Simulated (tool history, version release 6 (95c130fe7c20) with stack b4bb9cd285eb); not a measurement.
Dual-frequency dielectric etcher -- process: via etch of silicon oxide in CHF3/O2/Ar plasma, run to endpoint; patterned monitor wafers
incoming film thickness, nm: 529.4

| run | hour | source power (kW) | bias power (kW) | endpoint time (s) |
|---|---|---|---|---|
| 1 | 0.0 | 0.810 | 0.163 | 249.41 |
| 2 | 4.0 | 0.840 | 0.166 | 244.44 |
| 3 | 6.3 | 0.770 | 0.166 | 251.06 |
| 4 | 9.7 | 0.770 | 0.147 | 262.75 |
| 5 | 14.5 | 0.810 | 0.152 | 256.62 |
| 6 | 16.6 | 0.710 | 0.152 | 264.53 |
| 7 | 21.1 | 0.870 | 0.185 | 234.19 |

What does the tool deliver on the next run?
| 8 | 28.1 | 0.890 | 0.187 | ? |

endpoint time (s): 230.52

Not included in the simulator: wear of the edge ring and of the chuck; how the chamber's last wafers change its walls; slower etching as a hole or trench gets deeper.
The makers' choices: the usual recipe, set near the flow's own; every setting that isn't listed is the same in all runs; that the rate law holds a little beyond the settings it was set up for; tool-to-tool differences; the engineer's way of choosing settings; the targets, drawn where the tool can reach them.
